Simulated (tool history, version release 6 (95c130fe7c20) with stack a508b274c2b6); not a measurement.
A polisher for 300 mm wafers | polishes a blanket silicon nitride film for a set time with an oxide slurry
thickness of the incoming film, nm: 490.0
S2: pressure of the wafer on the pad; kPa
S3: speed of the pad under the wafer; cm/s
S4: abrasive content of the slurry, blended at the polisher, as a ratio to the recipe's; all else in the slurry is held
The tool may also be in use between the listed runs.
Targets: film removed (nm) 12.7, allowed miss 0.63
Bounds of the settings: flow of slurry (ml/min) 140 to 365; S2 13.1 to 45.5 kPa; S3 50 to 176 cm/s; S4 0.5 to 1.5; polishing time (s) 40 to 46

run 1 hour=0 | flow_of_slurry_(ml/min)=235 S2=29 S3=112 S4=1 polishing_time_(s)=46 | film_removed_(nm)=34.525
run 2 hour=5.4 | flow_of_slurry_(ml/min)=235 S2=29 S3=112 S4=1 polishing_time_(s)=40 | film_removed_(nm)=30.376
run 3 hour=12.8 | flow_of_slurry_(ml/min)=235 S2=29 S3=112 S4=1.15 polishing_time_(s)=40 | film_removed_(nm)=31.455
run 4 hour=17.9 | flow_of_slurry_(ml/min)=235 S2=26.9 S3=106 S4=1.15 polishing_time_(s)=40 | film_removed_(nm)=29.002
run 5 hour=20.8 | flow_of_slurry_(ml/min)=235 S2=25.5 S3=100 S4=1.15 polishing_time_(s)=40 | film_removed_(nm)=26.064
run 6 hour=25.2 | flow_of_slurry_(ml/min)=190 S2=25.5 S3=100 S4=1.15 polishing_time_(s)=40 | film_removed_(nm)=25.571
run 7 hour=27.4 | flow_of_slurry_(ml/min)=190 S2=24.1 S3=96 S4=1.15 polishing_time_(s)=40 | film_removed_(nm)=23.486
run 8 hour=34 | flow_of_slurry_(ml/min)=190 S2=22.8 S3=92 S4=1.15 polishing_time_(s)=40 | film_removed_(nm)=22.463
run 9 hour=41.1 | flow_of_slurry_(ml/min)=190 S2=21.4 S3=88 S4=1.15 polishing_time_(s)=40 | film_removed_(nm)=20.553
run 10 hour=47.4 | flow_of_slurry_(ml/min)=190 S2=20.7 S3=84 S4=1.15 polishing_time_(s)=40 | film_removed_(nm)=19.629
run 11 hour=55.2 | flow_of_slurry_(ml/min)=190 S2=20 S3=82 S4=1.15 polishing_time_(s)=40 | film_removed_(nm)=18.46

5 next moves are on the table. One of them brings every result within its allowed miss. Which?
run A hour=63 | flow_of_slurry_(ml/min)=160 S2=23.4 S3=108 S4=1.1 polishing_time_(s)=46 | film_removed_(nm)=?
run B hour=63 | flow_of_slurry_(ml/min)=140 S2=15.2 S3=64 S4=1.3 polishing_time_(s)=40 | film_removed_(nm)=?
run C hour=63 | flow_of_slurry_(ml/min)=200 S2=22.8 S3=100 S4=1.15 polishing_time_(s)=45 | film_removed_(nm)=?
run D hour=63 | flow_of_slurry_(ml/min)=220 S2=17.2 S3=66 S4=1.1 polishing_time_(s)=41 | film_removed_(nm)=?
run E hour=63 | flow_of_slurry_(ml/min)=220 S2=20.7 S3=90 S4=1.15 polishing_time_(s)=46 | film_removed_(nm)=?

move=A film_removed_(nm)=26.828
move=B film_removed_(nm)=12.705
move=C film_removed_(nm)=25.85
move=D film_removed_(nm)=15.161
move=E film_removed_(nm)=23.296
A: further off than the last run
B: meets every target
C: further off than the last run
D: nearer than the last run, and not there yet
E: further off than the last run
The right move is B.
